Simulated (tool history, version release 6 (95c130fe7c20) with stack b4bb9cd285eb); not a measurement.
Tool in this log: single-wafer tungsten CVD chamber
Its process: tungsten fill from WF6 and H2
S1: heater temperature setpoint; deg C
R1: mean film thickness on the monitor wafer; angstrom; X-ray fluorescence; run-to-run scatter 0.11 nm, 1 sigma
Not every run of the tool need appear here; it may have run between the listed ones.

run 1 day=0.000 | S1=380 chamber_pressure_(Torr)=48.5 deposition_time_(s)=14.5 | R1=341.85
run 2 day=0.225 | S1=380 chamber_pressure_(Torr)=48.5 deposition_time_(s)=13.8 | R1=324.67
run 3 day=0.367 | S1=380 chamber_pressure_(Torr)=40.9 deposition_time_(s)=13.8 | R1=304.25
run 4 day=0.596 | S1=379 chamber_pressure_(Torr)=40.9 deposition_time_(s)=13.8 | R1=297.29
run 5 day=0.833 | S1=379 chamber_pressure_(Torr)=49.5 deposition_time_(s)=13.8 | R1=321.70
run 6 day=1.083 | S1=378 chamber_pressure_(Torr)=49.4 deposition_time_(s)=13.8 | R1=313.37

The next listed run, before its measurement:
run 7 day=1.329 | S1=377 chamber_pressure_(Torr)=49.3 deposition_time_(s)=13.8 | R1=?

{"run 7": {"R1": 309.57}}
